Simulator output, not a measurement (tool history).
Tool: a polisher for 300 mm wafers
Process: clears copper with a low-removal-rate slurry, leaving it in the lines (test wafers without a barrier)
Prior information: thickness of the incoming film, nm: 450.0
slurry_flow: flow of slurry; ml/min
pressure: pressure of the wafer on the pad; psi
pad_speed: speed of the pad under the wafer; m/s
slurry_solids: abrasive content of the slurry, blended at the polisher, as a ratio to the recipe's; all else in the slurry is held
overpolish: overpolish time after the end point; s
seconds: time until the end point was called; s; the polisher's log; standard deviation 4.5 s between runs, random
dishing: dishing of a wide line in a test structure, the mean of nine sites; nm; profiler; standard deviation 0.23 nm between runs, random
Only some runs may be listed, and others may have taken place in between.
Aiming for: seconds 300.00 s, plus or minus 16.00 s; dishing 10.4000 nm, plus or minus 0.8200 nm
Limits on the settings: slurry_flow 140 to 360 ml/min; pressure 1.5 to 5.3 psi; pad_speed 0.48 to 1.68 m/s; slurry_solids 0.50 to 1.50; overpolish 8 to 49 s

run,day,slurry_flow,pressure,pad_speed,slurry_solids,overpolish,seconds,dishing
1,0.000,230,3.4,1.08,1.00,25,146.66,46.3290
2,0.358,230,3.0,1.00,1.00,21,171.50,36.4460
3,0.458,185,3.0,1.00,1.00,21,180.14,36.6010
4,0.483,185,3.3,1.00,1.00,21,168.19,39.3350
5,0.842,225,2.9,0.88,1.05,18,201.90,28.3470
6,1.108,225,2.9,0.88,1.20,18,192.31,30.4050
7,1.425,255,2.7,0.82,1.15,16,217.19,25.0200
8,1.688,280,2.5,0.76,1.25,14,241.20,20.7610
# day 1.712: slurry nozzle cleaned
9,1.712,300,2.3,0.74,1.30,13,253.82,19.2260
10,2.017,315,2.1,0.72,1.35,12,272.33,15.8060
11,2.225,325,2.0,0.72,1.40,11,270.58,14.4940
12,2.358,325,2.0,0.72,1.40,11,278.84,14.6550
13,2.562,325,1.5,0.74,1.40,8,342.22,8.9677
14,2.679,325,1.5,0.76,1.40,8,332.41,9.3612

Pick the move, out of 4, that brings all results within their allowed miss; only one does.
A,2.796,360,1.5,0.84,1.40,8,?,?
B,2.796,310,1.6,0.70,1.30,9,?,?
C,2.796,355,1.5,0.68,1.40,8,?,?
D,2.796,335,1.5,0.78,1.30,8,?,?

move,seconds,dishing
A,305.80,10.2190
B,358.24,9.8549
C,374.78,8.4676
D,336.26,9.3641
A: meets every target
B: moves away from the targets compared with the last run
C: moves away from the targets compared with the last run
D: moves away from the targets compared with the last run
A is the move that brings every result within its allowed miss.
